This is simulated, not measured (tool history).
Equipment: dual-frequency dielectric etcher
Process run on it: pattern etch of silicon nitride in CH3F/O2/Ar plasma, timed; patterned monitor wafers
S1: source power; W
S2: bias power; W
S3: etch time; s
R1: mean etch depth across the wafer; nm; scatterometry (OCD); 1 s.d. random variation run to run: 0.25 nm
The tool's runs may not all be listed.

Run 1, hour 0: S1 460 W, S2 89 W, S3 44.5 s. Result: R1 36.021 nm.
Run 2, hour 7.8: S1 510 W, S2 89 W, S3 44.5 s. Result: R1 38.43 nm.
Run 3, hour 12.9: S1 510 W, S2 89 W, S3 44.5 s. Result: R1 38.548 nm.
Run 4, hour 20.5: S1 510 W, S2 89 W, S3 41 s. Result: R1 35.297 nm.
Run 5, hour 25.9: S1 510 W, S2 101 W, S3 41 s. Result: R1 37.358 nm.
Run 6, hour 27.3: S1 510 W, S2 112 W, S3 41 s. Result: R1 39.074 nm.
Run 7, hour 31.8: S1 540 W, S2 114 W, S3 41 s. Result: R1 40.515 nm.

Forecast run 8:
Run 8, hour 39.4: S1 570 W, S2 115 W, S3 41 s. Result: R1 ?.

{"run 8": {"R1": 42.045}}

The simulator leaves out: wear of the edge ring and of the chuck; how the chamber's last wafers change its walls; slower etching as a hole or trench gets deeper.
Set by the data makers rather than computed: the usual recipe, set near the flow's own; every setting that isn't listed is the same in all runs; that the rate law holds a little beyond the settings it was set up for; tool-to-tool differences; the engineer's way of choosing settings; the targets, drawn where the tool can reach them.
